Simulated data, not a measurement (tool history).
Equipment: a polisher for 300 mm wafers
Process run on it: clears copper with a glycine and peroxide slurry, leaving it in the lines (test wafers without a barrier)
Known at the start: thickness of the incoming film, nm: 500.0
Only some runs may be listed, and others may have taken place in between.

run,hour,flow of slurry (ml/min),pressure of the wafer on the pad (psi),speed of the pad under the wafer (m/s),overpolish time after the end point (s),time until the end point was called (s),dishing of a wide line in a test structure (nm)
1,0.0,280,2.0,0.88,28,128.91,50.929
2,8.1,280,2.0,0.88,22,127.05,42.404
3,15.2,280,2.0,0.88,28,126.67,50.622
4,16.3,280,2.0,0.88,19,126.12,39.380
5,19.6,280,2.0,0.88,9,126.84,22.483
6,23.9,215,2.0,0.88,9,133.27,21.738
7,27.8,215,2.0,0.88,9,131.82,22.023
8,29.5,210,1.8,0.88,13,140.96,28.107
9,30.4,210,1.3,0.88,15,175.54,25.466
10,38.4,210,1.3,0.88,15,176.68,26.473
11,39.2,210,1.3,0.88,15,179.72,25.193
12,45.4,220,1.4,0.88,17,167.79,30.966

Forecast run 13:
13,53.2,225,1.4,0.88,17,?,?

time until the end point was called (s): 170.01
dishing of a wide line in a test structure (nm): 29.921
